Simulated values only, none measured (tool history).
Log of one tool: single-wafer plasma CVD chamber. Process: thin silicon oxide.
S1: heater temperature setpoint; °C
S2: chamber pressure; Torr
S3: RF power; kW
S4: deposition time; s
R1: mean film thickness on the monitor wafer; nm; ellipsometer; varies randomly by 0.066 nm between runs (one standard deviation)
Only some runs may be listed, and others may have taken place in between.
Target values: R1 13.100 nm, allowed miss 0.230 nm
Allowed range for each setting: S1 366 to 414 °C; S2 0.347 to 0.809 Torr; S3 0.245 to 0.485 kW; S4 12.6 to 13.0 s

Run 1, day 0.000: S1 390 °C, S2 0.578 Torr, S3 0.365 kW, S4 12.6 s. Result: R1 21.222 nm.
Run 2, day 0.183: S1 390 °C, S2 0.578 Torr, S3 0.365 kW, S4 12.6 s. Result: R1 21.022 nm.
Run 3, day 0.250: S1 396 °C, S2 0.578 Torr, S3 0.365 kW, S4 12.6 s. Result: R1 21.137 nm.
Run 4, day 0.396: S1 396 °C, S2 0.578 Torr, S3 0.340 kW, S4 12.6 s. Result: R1 20.594 nm.
Run 5, day 0.504: S1 388 °C, S2 0.578 Torr, S3 0.340 kW, S4 12.6 s. Result: R1 20.434 nm.
Run 6, day 0.583: S1 388 °C, S2 0.545 Torr, S3 0.340 kW, S4 12.6 s. Result: R1 19.274 nm.
Run 7, day 0.746: S1 388 °C, S2 0.517 Torr, S3 0.340 kW, S4 12.6 s. Result: R1 18.238 nm.
Run 8, day 0.771: S1 388 °C, S2 0.517 Torr, S3 0.340 kW, S4 12.6 s. Result: R1 18.241 nm.
Run 9, day 0.833: S1 388 °C, S2 0.493 Torr, S3 0.340 kW, S4 12.6 s. Result: R1 17.473 nm.
Run 10, day 0.946: S1 388 °C, S2 0.493 Torr, S3 0.340 kW, S4 12.6 s. Result: R1 17.545 nm.
Run 11, day 1.300: S1 388 °C, S2 0.472 Torr, S3 0.335 kW, S4 12.6 s. Result: R1 16.652 nm.
Run 12, day 1.554: S1 388 °C, S2 0.454 Torr, S3 0.335 kW, S4 12.6 s. Result: R1 16.027 nm.
Run 13, day 1.704: S1 388 °C, S2 0.439 Torr, S3 0.335 kW, S4 12.6 s. Result: R1 15.553 nm.
Run 14, day 1.900: S1 388 °C, S2 0.439 Torr, S3 0.335 kW, S4 12.6 s. Result: R1 15.558 nm.
Run 15, day 2.262: S1 388 °C, S2 0.427 Torr, S3 0.335 kW, S4 12.6 s. Result: R1 15.238 nm.
Run 16, day 2.362: S1 388 °C, S2 0.347 Torr, S3 0.330 kW, S4 12.6 s. Result: R1 12.191 nm.
Run 17, day 2.688: S1 388 °C, S2 0.380 Torr, S3 0.330 kW, S4 12.6 s. Result: R1 13.499 nm.

Exercise: of the 4 proposed moves below, exactly one satisfies all targets within the stated allowed misses. Which move is it?
Run A, day 3.012: S1 390 °C, S2 0.376 Torr, S3 0.365 kW, S4 12.6 s. Result: R1 ?.
Run B, day 3.012: S1 389 °C, S2 0.361 Torr, S3 0.350 kW, S4 12.6 s. Result: R1 ?.
Run C, day 3.012: S1 396 °C, S2 0.402 Torr, S3 0.285 kW, S4 12.6 s. Result: R1 ?.
Run D, day 3.012: S1 374 °C, S2 0.388 Torr, S3 0.290 kW, S4 12.6 s. Result: R1 ?.

move      R1
   A  14.003
   B  13.130
   C  12.658
   D  12.554
A: its largest miss is bigger than the last run's
B: in spec on every target
C: takes the result that was furthest off past its target
D: takes the result that was furthest off past its target
So the answer is move B, the one that meets all the targets.
